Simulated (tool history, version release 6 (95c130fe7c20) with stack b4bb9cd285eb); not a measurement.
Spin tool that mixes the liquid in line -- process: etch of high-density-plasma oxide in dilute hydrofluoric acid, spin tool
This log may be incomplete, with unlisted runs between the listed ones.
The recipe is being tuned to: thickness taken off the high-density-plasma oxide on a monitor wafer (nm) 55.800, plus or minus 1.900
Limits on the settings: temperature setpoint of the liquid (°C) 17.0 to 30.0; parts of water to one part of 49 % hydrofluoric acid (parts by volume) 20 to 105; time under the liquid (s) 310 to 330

run,hour,temperature setpoint of the liquid (°C),parts of water to one part of 49 % hydrofluoric acid (parts by volume),time under the liquid (s),thickness taken off the high-density-plasma oxide on a monitor wafer (nm)
1,0.0,22.0,55,310,37.759
2,5.0,23.0,55,310,40.164
3,5.9,24.0,55,310,41.681
4,10.9,25.5,55,310,43.730
5,13.9,25.5,35,310,72.902
6,17.9,24.5,35,310,67.090
7,23.8,24.0,35,310,66.294
8,32.1,23.5,35,310,66.505
9,36.2,23.0,35,310,62.647
10,44.8,22.5,35,310,62.098
11,48.4,22.0,35,310,60.899

Of the 4 settings listed for the next run, only one would bring every result within its allowed miss of target. Which one?
A,52.0,26.5,50,310,?
B,52.0,19.5,40,330,?
C,52.0,21.0,35,310,?
D,52.0,23.0,40,310,?

move,thickness taken off the high-density-plasma oxide on a monitor wafer (nm)
A,50.683
B,51.048
C,58.793
D,55.620
A: pushes the last run's worst result past its target
B: pushes the last run's worst result past its target
C: gains on the last run, yet a result remains outside its allowed miss
D: all results land within tolerance of their targets
D is the move that brings every result within its allowed miss.

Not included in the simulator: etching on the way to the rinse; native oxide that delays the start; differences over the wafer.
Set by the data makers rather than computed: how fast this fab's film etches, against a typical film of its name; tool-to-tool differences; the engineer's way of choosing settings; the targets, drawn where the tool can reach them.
